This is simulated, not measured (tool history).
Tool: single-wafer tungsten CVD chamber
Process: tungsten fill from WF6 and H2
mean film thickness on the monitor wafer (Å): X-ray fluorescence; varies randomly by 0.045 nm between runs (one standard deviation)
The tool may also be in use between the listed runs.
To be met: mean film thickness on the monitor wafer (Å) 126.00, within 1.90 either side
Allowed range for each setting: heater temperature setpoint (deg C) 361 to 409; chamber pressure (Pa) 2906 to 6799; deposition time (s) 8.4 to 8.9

| run | hour | heater temperature setpoint (deg C) | chamber pressure (Pa) | deposition time (s) | mean film thickness on the monitor wafer (Å) |
|---|---|---|---|---|---|
| 1 | 0.0 | 385 | 4853 | 8.9 | 190.16 |
| 2 | 7.4 | 385 | 4400 | 8.9 | 183.57 |
| 3 | 10.5 | 379 | 4386 | 8.9 | 160.36 |
| 4 | 18.7 | 379 | 4880 | 8.9 | 167.23 |
| 5 | 19.3 | 379 | 4880 | 8.4 | 157.11 |
| 6 | 27.0 | 376 | 4866 | 8.4 | 146.06 |
| 7 | 35.5 | 374 | 4866 | 8.4 | 140.85 |
| 8 | 43.1 | 372 | 4866 | 8.4 | 132.36 |
| 9 | 45.2 | 371 | 4866 | 8.4 | 130.60 |

Pick the move, out of 4, that brings all results within their allowed miss; only one does.
| A | 47.3 | 369 | 5360 | 8.7 | ? |
| B | 47.3 | 368 | 4853 | 8.4 | ? |
| C | 47.3 | 368 | 4600 | 8.5 | ? |
| D | 47.3 | 368 | 4893 | 8.7 | ? |

| move | mean film thickness on the monitor wafer (Å) |
|---|---|
| A | 132.66 |
| B | 120.08 |
| C | 118.94 |
| D | 124.79 |
A: misses by more than the last run did
B: the result that was furthest off in the last run now lies on the other side of its target
C: the result that was furthest off in the last run now lies on the other side of its target
D: each result inside its tolerance
The move that meets every target is D.
